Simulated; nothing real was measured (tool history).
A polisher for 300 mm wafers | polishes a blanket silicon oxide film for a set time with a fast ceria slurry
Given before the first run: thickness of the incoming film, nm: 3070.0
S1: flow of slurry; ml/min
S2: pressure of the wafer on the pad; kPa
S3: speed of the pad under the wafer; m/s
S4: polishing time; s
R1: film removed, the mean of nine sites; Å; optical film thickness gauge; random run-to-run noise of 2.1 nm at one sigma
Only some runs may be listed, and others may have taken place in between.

run	hour	S1	S2	S3	S4	R1
1	0	255	15.9	0.94	42	4274.6
2	4.7	250	14.5	0.94	42	3956.2
3	12	250	17.9	0.94	42	4812.5
4	14.4	250	17.9	0.82	42	4254.2
5	21.7	250	17.9	0.82	42	4241.5
6	28	250	17.9	0.82	38	3807.8
7	34.2	245	17.2	0.82	38	3683.9
8	40.2	235	16.5	0.82	38	3515.4
9	44.9	220	15.9	0.82	38	3284.3
10	45.7	210	15.9	0.82	38	3306.6

What does the tool deliver on the next run?
11	46.9	200	15.9	0.82	38	?

{"run 11": {"R1": 3260.1}}

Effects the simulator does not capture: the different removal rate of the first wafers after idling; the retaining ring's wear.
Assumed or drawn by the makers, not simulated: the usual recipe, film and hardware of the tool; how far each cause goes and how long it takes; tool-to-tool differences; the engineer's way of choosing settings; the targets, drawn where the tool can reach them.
